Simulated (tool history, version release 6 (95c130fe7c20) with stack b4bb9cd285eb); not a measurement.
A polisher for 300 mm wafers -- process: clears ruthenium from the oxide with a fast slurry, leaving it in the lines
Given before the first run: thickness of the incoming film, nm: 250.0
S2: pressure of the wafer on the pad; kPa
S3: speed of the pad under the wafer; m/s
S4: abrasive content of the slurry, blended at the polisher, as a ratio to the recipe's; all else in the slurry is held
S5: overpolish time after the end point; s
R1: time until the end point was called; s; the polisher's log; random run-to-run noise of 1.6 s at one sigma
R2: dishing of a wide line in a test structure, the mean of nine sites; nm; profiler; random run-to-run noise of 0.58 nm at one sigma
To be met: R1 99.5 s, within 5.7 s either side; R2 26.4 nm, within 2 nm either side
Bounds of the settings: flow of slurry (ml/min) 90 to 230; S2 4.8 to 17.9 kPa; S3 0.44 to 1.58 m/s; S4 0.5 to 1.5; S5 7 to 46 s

Run 1, day 0: flow of slurry (ml/min) 150, S2 11 kPa, S3 1 m/s, S4 1, S5 24 s. Result: R1 102.89 s, R2 41.354 nm.
Run 2, day 0.288: flow of slurry (ml/min) 150, S2 11 kPa, S3 1 m/s, S4 1, S5 21 s. Result: R1 103.16 s, R2 37.107 nm.
Run 3, day 0.371: flow of slurry (ml/min) 130, S2 11 kPa, S3 1 m/s, S4 1, S5 21 s. Result: R1 105.32 s, R2 36.179 nm.
Run 4, day 0.629: flow of slurry (ml/min) 130, S2 11 kPa, S3 1 m/s, S4 1.2, S5 21 s. Result: R1 101 s, R2 36.707 nm.
Run 5, day 0.825: flow of slurry (ml/min) 130, S2 11 kPa, S3 1 m/s, S4 1.2, S5 19 s. Result: R1 95.555 s, R2 35.823 nm.
Run 6, day 0.854: flow of slurry (ml/min) 130, S2 11 kPa, S3 1 m/s, S4 1.2, S5 17 s. Result: R1 98.609 s, R2 32.029 nm.
Run 7, day 1.142: flow of slurry (ml/min) 130, S2 11 kPa, S3 1 m/s, S4 1.2, S5 16 s. Result: R1 98.565 s, R2 30.135 nm.
Run 8, day 1.483: flow of slurry (ml/min) 130, S2 11 kPa, S3 1 m/s, S4 1.2, S5 12 s. Result: R1 98.39 s, R2 23.177 nm.

Which one of the following 5 next-run settings gets every result inside its allowed miss? There is exactly one.
Run A, day 1.825: flow of slurry (ml/min) 110, S2 13.8 kPa, S3 0.7 m/s, S4 1.35, S5 14 s. Result: R1 ?, R2 ?.
Run B, day 1.825: flow of slurry (ml/min) 115, S2 10.3 kPa, S3 0.92 m/s, S4 1.35, S5 18 s. Result: R1 ?, R2 ?.
Run C, day 1.825: flow of slurry (ml/min) 120, S2 11.7 kPa, S3 0.86 m/s, S4 1.35, S5 11 s. Result: R1 ?, R2 ?.
Run D, day 1.825: flow of slurry (ml/min) 120, S2 11.7 kPa, S3 1.02 m/s, S4 1.5, S5 15 s. Result: R1 ?, R2 ?.
Run E, day 1.825: flow of slurry (ml/min) 160, S2 11.7 kPa, S3 1.06 m/s, S4 1, S5 13 s. Result: R1 ?, R2 ?.

move      R1      R2
   A  99.555  26.251
   B  108.53  30.357
   C  99.611  21.109
   D  85.198  31.972
   E  91.043   26.61
A: every result lands within tolerance
B: moves the result that the last run missed by most past its target, out the other side
C: lands further from the targets than the last run did
D: moves the result that the last run missed by most past its target, out the other side
E: brings the last run's worst result on target, with another outside its allowed miss
So the answer is move A, the one that meets all the targets.
